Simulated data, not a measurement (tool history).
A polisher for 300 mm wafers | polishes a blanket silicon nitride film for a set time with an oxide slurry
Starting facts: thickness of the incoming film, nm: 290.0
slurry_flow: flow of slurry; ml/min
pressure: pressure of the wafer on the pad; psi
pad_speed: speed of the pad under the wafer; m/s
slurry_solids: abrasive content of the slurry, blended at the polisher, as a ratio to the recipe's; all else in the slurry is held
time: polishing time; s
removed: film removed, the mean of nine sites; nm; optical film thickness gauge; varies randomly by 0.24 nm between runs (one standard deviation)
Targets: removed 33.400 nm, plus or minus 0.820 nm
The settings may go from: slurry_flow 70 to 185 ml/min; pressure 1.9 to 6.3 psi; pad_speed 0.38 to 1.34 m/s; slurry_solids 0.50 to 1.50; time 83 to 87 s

Run 1, hour 0.0: slurry_flow 120 ml/min, pressure 4.1 psi, pad_speed 0.86 m/s, slurry_solids 1.00, time 83 s. Result: removed 50.688 nm.
Run 2, hour 7.7: slurry_flow 105 ml/min, pressure 4.1 psi, pad_speed 0.86 m/s, slurry_solids 1.00, time 83 s. Result: removed 48.208 nm.
Run 3, hour 11.3: slurry_flow 100 ml/min, pressure 3.8 psi, pad_speed 0.86 m/s, slurry_solids 1.00, time 83 s. Result: removed 45.342 nm.
Run 4, hour 12.4: slurry_flow 100 ml/min, pressure 3.8 psi, pad_speed 0.86 m/s, slurry_solids 0.85, time 83 s. Result: removed 40.732 nm.
Run 5, hour 13.4: slurry_flow 95 ml/min, pressure 3.7 psi, pad_speed 0.86 m/s, slurry_solids 0.85, time 83 s. Result: removed 39.115 nm.
Run 6, hour 16.3: slurry_flow 95 ml/min, pressure 3.7 psi, pad_speed 0.86 m/s, slurry_solids 0.85, time 87 s. Result: removed 41.469 nm.
Run 7, hour 17.1: slurry_flow 90 ml/min, pressure 3.5 psi, pad_speed 0.86 m/s, slurry_solids 0.85, time 87 s. Result: removed 39.043 nm.
Run 8, hour 25.4: slurry_flow 90 ml/min, pressure 3.5 psi, pad_speed 0.86 m/s, slurry_solids 0.85, time 87 s. Result: removed 38.703 nm.

4 candidate next runs follow, results not yet known. Just one meets every target within its allowed miss. Identify it.
Run A, hour 33.7: slurry_flow 80 ml/min, pressure 3.6 psi, pad_speed 0.62 m/s, slurry_solids 0.90, time 83 s. Result: removed ?.
Run B, hour 33.7: slurry_flow 85 ml/min, pressure 3.3 psi, pad_speed 0.82 m/s, slurry_solids 0.85, time 83 s. Result: removed ?.
Run C, hour 33.7: slurry_flow 80 ml/min, pressure 4.1 psi, pad_speed 1.00 m/s, slurry_solids 0.55, time 84 s. Result: removed ?.
Run D, hour 33.7: slurry_flow 110 ml/min, pressure 4.7 psi, pad_speed 0.80 m/s, slurry_solids 0.75, time 87 s. Result: removed ?.

move  removed
   A   31.242
   B   33.706
   C   32.012
   D   46.917
A: the result that was furthest off in the last run now lies on the other side of its target
B: meets every target
C: the result that was furthest off in the last run now lies on the other side of its target
D: further off than the last run
Go with B: it meets all targets.
